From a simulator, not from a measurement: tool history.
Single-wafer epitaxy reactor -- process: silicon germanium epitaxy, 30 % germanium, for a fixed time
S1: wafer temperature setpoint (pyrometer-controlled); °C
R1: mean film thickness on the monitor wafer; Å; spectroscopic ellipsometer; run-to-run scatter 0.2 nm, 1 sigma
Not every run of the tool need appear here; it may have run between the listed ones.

Run 1, day 0: S1 585 °C, chamber pressure (Torr) 20.2. Result: R1 462.64 Å.
Run 2, day 0.321: S1 574 °C, chamber pressure (Torr) 20.2. Result: R1 384.94 Å.
Run 3, day 0.538: S1 574 °C, chamber pressure (Torr) 22.7. Result: R1 406.06 Å.
Run 4, day 0.692: S1 574 °C, chamber pressure (Torr) 25.5. Result: R1 427.48 Å.
Run 5, day 1.067: S1 578 °C, chamber pressure (Torr) 25.6. Result: R1 456.89 Å.
Run 6, day 1.4: S1 584 °C, chamber pressure (Torr) 25.6. Result: R1 504.04 Å.
Run 7, day 1.621: S1 585 °C, chamber pressure (Torr) 25.6. Result: R1 512.29 Å.

Expected results for the next run?
Run 8, day 1.779: S1 585 °C, chamber pressure (Torr) 25.6. Result: R1 ?.

{"run 8": {"R1": 513.29}}

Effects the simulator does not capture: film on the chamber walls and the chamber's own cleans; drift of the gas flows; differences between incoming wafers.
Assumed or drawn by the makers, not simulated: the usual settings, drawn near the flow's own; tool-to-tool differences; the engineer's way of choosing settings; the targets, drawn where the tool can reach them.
